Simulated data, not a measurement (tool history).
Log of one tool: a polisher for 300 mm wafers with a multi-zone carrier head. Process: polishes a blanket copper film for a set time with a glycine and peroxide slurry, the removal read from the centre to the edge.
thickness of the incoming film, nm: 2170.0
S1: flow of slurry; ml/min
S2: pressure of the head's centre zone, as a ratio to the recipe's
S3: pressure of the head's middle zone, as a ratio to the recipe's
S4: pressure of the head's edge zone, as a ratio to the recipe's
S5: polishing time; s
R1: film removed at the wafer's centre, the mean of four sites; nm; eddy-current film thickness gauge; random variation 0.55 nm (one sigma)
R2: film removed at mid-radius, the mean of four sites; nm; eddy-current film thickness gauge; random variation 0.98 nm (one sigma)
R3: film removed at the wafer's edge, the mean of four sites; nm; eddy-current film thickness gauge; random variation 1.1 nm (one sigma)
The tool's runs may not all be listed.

{"run": 1, "hour": 0.0, "S1": 150, "S2": 1.0, "S3": 1.0, "S4": 1.0, "S5": 34, "R1": 136.27, "R2": 132.95, "R3": 143.95}
{"run": 2, "hour": 8.8, "S1": 150, "S2": 1.0, "S3": 0.99, "S4": 0.98, "S5": 32, "R1": 129.54, "R2": 124.44, "R3": 131.71}
{"run": 3, "hour": 12.7, "S1": 150, "S2": 0.93, "S3": 0.99, "S4": 0.98, "S5": 32, "R1": 121.46, "R2": 126.59, "R3": 130.74}
{"run": 4, "hour": 16.4, "S1": 150, "S2": 0.93, "S3": 0.97, "S4": 0.96, "S5": 31, "R1": 119.05, "R2": 120.5, "R3": 127.39}
{"run": 5, "hour": 23.2, "S1": 150, "S2": 0.94, "S3": 0.96, "S4": 0.95, "S5": 30, "R1": 115.73, "R2": 114.72, "R3": 120.4}
{"run": 6, "hour": 29.6, "S1": 150, "S2": 0.94, "S3": 0.95, "S4": 0.94, "S5": 29, "R1": 112.23, "R2": 112.58, "R3": 118.12}
{"run": 7, "hour": 33.8, "S1": 150, "S2": 0.95, "S3": 0.94, "S4": 0.93, "S5": 28, "R1": 108.95, "R2": 106.6, "R3": 111.15}
{"run": 8, "hour": 36.2, "S1": 150, "S2": 0.95, "S3": 0.93, "S4": 0.92, "S5": 27, "R1": 103.84, "R2": 102.33, "R3": 108.75}
{"run": 9, "hour": 40.5, "S1": 150, "S2": 0.95, "S3": 0.93, "S4": 0.92, "S5": 27, "R1": 104.33, "R2": 102.36, "R3": 109.16}
{"run": 10, "hour": 48.8, "S1": 150, "S2": 0.96, "S3": 0.93, "S4": 0.91, "S5": 26, "R1": 100.67, "R2": 98.259, "R3": 106.45}
{"run": 11, "hour": 50.2, "S1": 155, "S2": 0.96, "S3": 0.92, "S4": 0.9, "S5": 25, "R1": 98.851, "R2": 93.943, "R3": 102.33}
{"run": 12, "hour": 53.7, "S1": 155, "S2": 0.98, "S3": 0.93, "S4": 0.89, "S5": 24, "R1": 95.229, "R2": 92.277, "R3": 93.461}
{"run": 13, "hour": 58.6, "S1": 155, "S2": 0.99, "S3": 0.92, "S4": 0.88, "S5": 24, "R1": 96.203, "R2": 89.236, "R3": 96.099}
{"run": 14, "hour": 61.3, "S1": 140, "S2": 1.08, "S3": 0.98, "S4": 0.81, "S5": 17, "R1": 70.408, "R2": 64.343, "R3": 64.508}
{"run": 15, "hour": 70.2, "S1": 140, "S2": 1.08, "S3": 0.98, "S4": 0.81, "S5": 17, "R1": 70.89, "R2": 67.601, "R3": 63.862}
{"run": 16, "hour": 79.0, "S1": 140, "S2": 1.08, "S3": 0.98, "S4": 0.81, "S5": 17, "R1": 70.427, "R2": 65.516, "R3": 63.436}
{"run": 17, "hour": 81.0, "S1": 145, "S2": 1.08, "S3": 0.97, "S4": 0.82, "S5": 17, "R1": 71.295, "R2": 64.603, "R3": 65.226}

The next listed run, before its measurement:
{"run": 18, "hour": 88.1, "S1": 185, "S2": 1.13, "S3": 1.05, "S4": 0.92, "S5": 18, "R1": "?", "R2": "?", "R3": "?"}

Run 18 gave R1 82.309 nm, R2 76.169 nm, R3 73.968 nm.
